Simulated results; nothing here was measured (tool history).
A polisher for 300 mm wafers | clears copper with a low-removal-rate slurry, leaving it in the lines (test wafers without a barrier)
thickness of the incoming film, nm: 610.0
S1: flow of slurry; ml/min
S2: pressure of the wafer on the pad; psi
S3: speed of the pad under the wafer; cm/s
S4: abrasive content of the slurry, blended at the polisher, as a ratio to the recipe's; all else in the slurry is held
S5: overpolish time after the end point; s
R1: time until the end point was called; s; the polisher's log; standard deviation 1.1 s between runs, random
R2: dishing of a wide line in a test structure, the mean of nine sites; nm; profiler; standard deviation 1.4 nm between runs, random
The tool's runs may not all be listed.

run  hour   S1   S2   S3  S4  S5      R1      R2
  1     0  305  3.7  136   1  29  118.23  78.756
  2   5.6  305  3.8  136   1  26  118.57  72.824
  3  14.1  305  3.8  136   1  30  117.78   84.19
  4  20.3  305  3.9  136   1  28  115.74  80.701
  5  26.1  305  3.9  136   1  38  115.27  97.528
  6  34.8  305    4  136   1  33  113.81  92.328
  7  37.2  305  4.1  138   1  29  109.67  84.185
  8  44.1  305  4.2  138   1  26  107.14  80.508
  9  45.2  305  4.3  138   1  24  102.35  79.402
 10  54.3  305  4.3  138   1  22  105.78  75.673
 11  60.2  305  4.4  138   1  20  101.68  70.815

The next listed run, before its measurement:
 12  67.5  305  4.4  138   1  19   ?   ?

Run 12 yielded R1 101.6 s, R2 67.913 nm.
